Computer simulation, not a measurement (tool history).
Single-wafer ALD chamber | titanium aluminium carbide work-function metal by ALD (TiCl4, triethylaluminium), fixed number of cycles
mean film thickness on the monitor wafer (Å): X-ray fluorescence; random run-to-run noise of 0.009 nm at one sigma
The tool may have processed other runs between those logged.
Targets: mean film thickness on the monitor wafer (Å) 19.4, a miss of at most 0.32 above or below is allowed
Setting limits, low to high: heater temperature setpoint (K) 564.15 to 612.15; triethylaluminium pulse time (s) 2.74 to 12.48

run    day  heater temperature setpoint (K)  triethylaluminium pulse time (s)  mean film thickness on the monitor wafer (Å)
  1      0                           588.15                              7.61                                        22.479
  2  0.208                           588.15                              9.77                                          23.4
  3  0.338                           580.15                              8.29                                        21.849
  4  0.488                           586.15                              8.29                                         22.45
  5  0.562                           579.15                              7.48                                        21.579
  6  0.892                           574.15                              6.64                                         20.41
  7  1.017                           571.15                              6.51                                         19.87
  8  1.179                           571.15                              6.51                                        19.823

Next run, 4 choices. One meets every target within its allowed miss, the rest don't. Which?
  A  1.342                           564.15                              7.74                                             ?
  B  1.342                           567.15                              6.42                                             ?
  C  1.342                           577.15                              6.16                                             ?
  D  1.342                           572.15                              6.73                                             ?

move  mean film thickness on the monitor wafer (Å)
   A                                        20.189
   B                                        19.594
   C                                        20.353
   D                                        20.355
A: further off than the last run
B: all results in spec
C: further off than the last run
D: further off than the last run
Answer: B

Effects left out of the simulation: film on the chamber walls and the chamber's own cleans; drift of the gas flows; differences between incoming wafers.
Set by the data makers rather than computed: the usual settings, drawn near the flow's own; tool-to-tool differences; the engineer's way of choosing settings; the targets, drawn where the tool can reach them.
